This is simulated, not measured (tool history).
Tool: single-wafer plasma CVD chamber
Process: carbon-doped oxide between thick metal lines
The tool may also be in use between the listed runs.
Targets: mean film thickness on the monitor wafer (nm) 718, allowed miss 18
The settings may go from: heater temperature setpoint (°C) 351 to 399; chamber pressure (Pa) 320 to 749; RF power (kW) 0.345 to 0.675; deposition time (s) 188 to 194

run,hour,heater temperature setpoint (°C),chamber pressure (Pa),RF power (kW),deposition time (s),mean film thickness on the monitor wafer (nm)
1,0,375,535,0.51,188,809.54
2,4.3,369,535,0.51,188,816.82
3,9,363,535,0.51,188,830.38
4,11.6,364,512,0.49,188,802.28
5,16.3,364,512,0.49,188,800.74
6,18,365,491,0.475,188,779.34
7,19.9,366,472,0.465,188,755.97
8,26.7,367,459,0.46,188,758.22
9,29.5,367,452,0.45,188,739.01

Which of these 4 next moves meets every target?
A,32.3,369,357,0.49,188,?
B,32.3,368,467,0.43,188,?
C,32.3,367,387,0.48,194,?
D,32.3,370,427,0.46,193,?

move,mean film thickness on the monitor wafer (nm)
A,752.61
B,719.32
C,776.86
D,757.31
A: further off than the last run
B: meets every target
C: further off than the last run
D: further off than the last run
Move B is the one to make.

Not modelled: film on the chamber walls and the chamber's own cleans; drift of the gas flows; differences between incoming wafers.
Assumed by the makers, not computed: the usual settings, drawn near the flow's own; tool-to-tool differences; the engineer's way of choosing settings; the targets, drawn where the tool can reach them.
